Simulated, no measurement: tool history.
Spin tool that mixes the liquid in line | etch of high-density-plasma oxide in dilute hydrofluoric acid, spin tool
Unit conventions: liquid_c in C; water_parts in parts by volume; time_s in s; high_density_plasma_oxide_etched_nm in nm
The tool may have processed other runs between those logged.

| run | day | liquid_c | water_parts | time_s | high_density_plasma_oxide_etched_nm |
|---|---|---|---|---|---|
| 1 | 0 | 26 | 220 | 80 | 1.744 |
| 2 | 0.042 | 23.5 | 220 | 80 | 1.6175 |
| 3 | 0.075 | 26.5 | 175 | 80 | 2.3985 |
| 4 | 0.421 | 26.5 | 175 | 80 | 2.3525 |
| 5 | 0.679 | 28.5 | 150 | 80 | 3.108 |
| 6 | 0.912 | 30 | 140 | 80 | 3.515 |
| 7 | 1.096 | 31.5 | 135 | 80 | 3.9375 |
| 8 | 1.254 | 31.5 | 135 | 80 | 3.8825 |

Run 9, settings as shown, results not yet in. Your forecast:
| 9 | 1.329 | 32.5 | 130 | 80 | ? |

high_density_plasma_oxide_etched_nm: 4.2072 nm

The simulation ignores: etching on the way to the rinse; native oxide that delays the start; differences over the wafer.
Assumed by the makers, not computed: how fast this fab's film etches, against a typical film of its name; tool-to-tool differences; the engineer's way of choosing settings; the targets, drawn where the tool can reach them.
